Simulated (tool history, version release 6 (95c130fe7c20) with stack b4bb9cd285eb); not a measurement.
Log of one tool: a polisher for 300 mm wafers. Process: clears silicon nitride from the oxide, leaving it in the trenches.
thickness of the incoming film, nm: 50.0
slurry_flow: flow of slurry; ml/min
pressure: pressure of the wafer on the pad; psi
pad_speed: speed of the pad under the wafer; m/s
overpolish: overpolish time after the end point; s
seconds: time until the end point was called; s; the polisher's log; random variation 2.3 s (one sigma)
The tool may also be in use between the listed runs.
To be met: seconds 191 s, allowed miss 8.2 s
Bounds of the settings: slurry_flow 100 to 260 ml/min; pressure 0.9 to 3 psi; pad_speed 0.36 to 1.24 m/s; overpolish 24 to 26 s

| run | hour | slurry_flow | pressure | pad_speed | overpolish | seconds |
|---|---|---|---|---|---|---|
| 1 | 0 | 165 | 1.9 | 0.8 | 24 | 124.54 |
| 2 | 3.6 | 165 | 1.7 | 0.8 | 24 | 136.02 |
| 3 | 11.8 | 165 | 1.5 | 0.8 | 24 | 153.56 |
| 4 | 17.3 | 165 | 1.4 | 0.8 | 24 | 162.16 |
| 5 | 24.7 | 165 | 1.4 | 0.8 | 24 | 163.49 |
| 6 | 26 | 165 | 1.3 | 0.8 | 24 | 176 |
| 7 | 29.8 | 165 | 1.3 | 0.8 | 24 | 173.06 |
| 8 | 31.5 | 165 | 1.3 | 0.8 | 24 | 174.01 |

Which of these 5 next moves meets every target?
| A | 33.2 | 165 | 1.3 | 0.66 | 24 | ? |
| B | 33.2 | 190 | 1.4 | 0.74 | 24 | ? |
| C | 33.2 | 145 | 1.7 | 0.7 | 24 | ? |
| D | 33.2 | 150 | 1.3 | 0.68 | 24 | ? |
| E | 33.2 | 160 | 1.6 | 0.6 | 24 | ? |

| move | seconds |
|---|---|
| A | 208.97 |
| B | 171.25 |
| C | 155.21 |
| D | 205.64 |
| E | 188.37 |
A: takes the result that was furthest off past its target
B: further off than the last run
C: further off than the last run
D: takes the result that was furthest off past its target
E: meets every target
Move E is the one to make.
